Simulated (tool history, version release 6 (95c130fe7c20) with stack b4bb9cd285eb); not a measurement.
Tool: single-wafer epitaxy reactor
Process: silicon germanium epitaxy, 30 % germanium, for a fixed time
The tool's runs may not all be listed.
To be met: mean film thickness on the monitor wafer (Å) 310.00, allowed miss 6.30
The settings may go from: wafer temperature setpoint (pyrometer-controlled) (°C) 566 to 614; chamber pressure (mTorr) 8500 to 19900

run,hour,wafer temperature setpoint (pyrometer-controlled) (°C),chamber pressure (mTorr),mean film thickness on the monitor wafer (Å)
1,0.0,590,14200,410.86
2,8.2,585,14100,365.58
3,17.1,583,14100,352.18
4,22.7,591,14100,421.33
5,23.8,591,12300,398.70
6,24.7,591,10900,390.97
7,33.5,591,10900,388.32
8,35.1,588,10800,360.34
9,42.8,586,10800,349.39
10,44.0,578,10700,290.84
11,52.1,579,10700,297.38
12,60.8,582,10700,318.49

5 next moves are on the table. One of them brings every result within its allowed miss. Which?
A,69.5,582,9600,?
B,69.5,581,12200,?
C,69.5,583,10800,?
D,69.5,586,8700,?
E,69.5,583,11000,?

move,mean film thickness on the monitor wafer (Å)
A,310.21
B,324.54
C,327.44
D,329.57
E,329.12
A: meets every target
B: further off than the last run
C: further off than the last run
D: further off than the last run
E: further off than the last run
Answer: A

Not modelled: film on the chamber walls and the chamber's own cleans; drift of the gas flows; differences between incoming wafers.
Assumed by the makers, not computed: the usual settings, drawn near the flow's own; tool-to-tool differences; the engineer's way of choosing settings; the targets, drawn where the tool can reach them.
